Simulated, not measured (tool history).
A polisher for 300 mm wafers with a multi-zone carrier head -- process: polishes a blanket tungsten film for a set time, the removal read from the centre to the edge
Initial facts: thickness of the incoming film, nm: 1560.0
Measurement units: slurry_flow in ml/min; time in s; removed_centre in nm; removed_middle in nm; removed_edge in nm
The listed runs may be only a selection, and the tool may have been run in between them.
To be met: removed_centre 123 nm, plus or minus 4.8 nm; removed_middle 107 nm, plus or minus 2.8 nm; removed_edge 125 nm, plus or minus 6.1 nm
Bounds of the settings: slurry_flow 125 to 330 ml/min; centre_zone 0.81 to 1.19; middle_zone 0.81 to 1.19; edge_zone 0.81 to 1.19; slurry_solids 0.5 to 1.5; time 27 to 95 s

Run 1, hour 0: slurry_flow 210 ml/min, centre_zone 1, middle_zone 1, edge_zone 1, slurry_solids 1, time 61 s. Result: removed_centre 168.06 nm, removed_middle 164.72 nm, removed_edge 161.81 nm.
Run 2, hour 5.7: slurry_flow 200 ml/min, centre_zone 0.99, middle_zone 0.95, edge_zone 1, slurry_solids 0.85, time 59 s. Result: removed_centre 154.02 nm, removed_middle 145.6 nm, removed_edge 149.03 nm.
Run 3, hour 9: slurry_flow 200 ml/min, centre_zone 0.99, middle_zone 0.95, edge_zone 1, slurry_solids 0.85, time 69 s. Result: removed_centre 181.46 nm, removed_middle 171.21 nm, removed_edge 173.5 nm.
Run 4, hour 18: slurry_flow 200 ml/min, centre_zone 0.99, middle_zone 0.95, edge_zone 1.04, slurry_solids 0.85, time 69 s. Result: removed_centre 184.2 nm, removed_middle 172.52 nm, removed_edge 174.46 nm.
Run 5, hour 19.7: slurry_flow 185 ml/min, centre_zone 0.98, middle_zone 0.91, edge_zone 1.04, slurry_solids 0.75, time 65 s. Result: removed_centre 164.23 nm, removed_middle 147.33 nm, removed_edge 160.3 nm.
Run 6, hour 27: slurry_flow 185 ml/min, centre_zone 1.03, middle_zone 0.91, edge_zone 1.04, slurry_solids 0.75, time 65 s. Result: removed_centre 170.9 nm, removed_middle 147.43 nm, removed_edge 161.96 nm.
Run 7, hour 27.7: slurry_flow 175 ml/min, centre_zone 1.01, middle_zone 0.89, edge_zone 1.02, slurry_solids 0.7, time 63 s. Result: removed_centre 155.06 nm, removed_middle 137.53 nm, removed_edge 153.37 nm.
At hour 31.8: edge zone pressure recalibrated.
Run 8, hour 31.8: slurry_flow 160 ml/min, centre_zone 1.01, middle_zone 0.81, edge_zone 0.97, slurry_solids 0.5, time 53 s. Result: removed_centre 118.23 nm, removed_middle 94.629 nm, removed_edge 111.19 nm.

4 next moves are on the table. One of them brings every result within its allowed miss. Which?
Run A, hour 35.9: slurry_flow 180 ml/min, centre_zone 0.96, middle_zone 0.84, edge_zone 0.98, slurry_solids 0.5, time 56 s. Result: removed_centre ?, removed_middle ?, removed_edge ?.
Run B, hour 35.9: slurry_flow 125 ml/min, centre_zone 0.88, middle_zone 0.91, edge_zone 0.97, slurry_solids 0.75, time 54 s. Result: removed_centre ?, removed_middle ?, removed_edge ?.
Run C, hour 35.9: slurry_flow 185 ml/min, centre_zone 1.03, middle_zone 0.95, edge_zone 0.89, slurry_solids 0.65, time 49 s. Result: removed_centre ?, removed_middle ?, removed_edge ?.
Run D, hour 35.9: slurry_flow 150 ml/min, centre_zone 1.02, middle_zone 0.87, edge_zone 0.92, slurry_solids 0.6, time 57 s. Result: removed_centre ?, removed_middle ?, removed_edge ?.

move  removed_centre  removed_middle  removed_edge
   A          123.29          105.93        126.74
   B          113.53          114.71        130.04
   C          125.49          111.05        114.44
   D          135.93          113.45        129.05
A: every result within its allowed miss
B: moves the result that the last run missed by most past its target, out the other side
C: moves the result that the last run missed by most past its target, out the other side
D: moves the result that the last run missed by most past its target, out the other side
So the answer is move A, the one that meets all the targets.
